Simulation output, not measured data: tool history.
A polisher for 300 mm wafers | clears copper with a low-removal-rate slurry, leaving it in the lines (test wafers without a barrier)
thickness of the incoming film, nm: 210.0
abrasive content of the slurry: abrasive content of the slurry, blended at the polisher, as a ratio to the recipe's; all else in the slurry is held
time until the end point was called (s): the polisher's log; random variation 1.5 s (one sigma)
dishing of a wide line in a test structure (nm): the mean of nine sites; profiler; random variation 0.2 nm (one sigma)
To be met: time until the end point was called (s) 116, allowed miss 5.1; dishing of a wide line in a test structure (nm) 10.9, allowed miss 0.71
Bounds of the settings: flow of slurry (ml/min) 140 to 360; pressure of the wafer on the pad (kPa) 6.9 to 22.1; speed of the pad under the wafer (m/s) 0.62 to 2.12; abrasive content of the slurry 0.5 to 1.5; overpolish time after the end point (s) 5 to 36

run,day,flow of slurry (ml/min),pressure of the wafer on the pad (kPa),speed of the pad under the wafer (m/s),abrasive content of the slurry,overpolish time after the end point (s),time until the end point was called (s),dishing of a wide line in a test structure (nm)
1,0,230,14.5,1.36,1,18,71.739,28.356
2,0.221,230,14.5,1.36,0.9,18,72.757,27.328
3,0.492,230,13.8,1.36,0.85,16,74.92,24.219
4,0.7,230,13.1,1.34,0.85,15,81.018,22.847
5,1.046,225,12.4,1.34,0.8,14,84.178,21.142
6,1.246,250,12.4,1.34,0.8,14,84.228,19.978
7,1.383,255,11.7,1.34,0.8,13,85.316,18.712
8,1.683,255,11,1.32,0.8,12,90.143,17.738

4 next moves are on the table. One of them brings every result within its allowed miss. Which?
A,1.983,295,12.4,0.94,0.8,9,?,?
B,1.983,240,10.3,1.08,0.75,11,?,?
C,1.983,230,9.7,1.16,0.7,11,?,?
D,1.983,275,11,0.9,1.1,11,?,?

move,time until the end point was called (s),dishing of a wide line in a test structure (nm)
A,115.42,10.738
B,116.34,12.661
C,115.91,12.682
D,116.32,12.681
A: meets every target
B: nearer than the last run, and not there yet
C: nearer than the last run, and not there yet
D: nearer than the last run, and not there yet
Answer: A
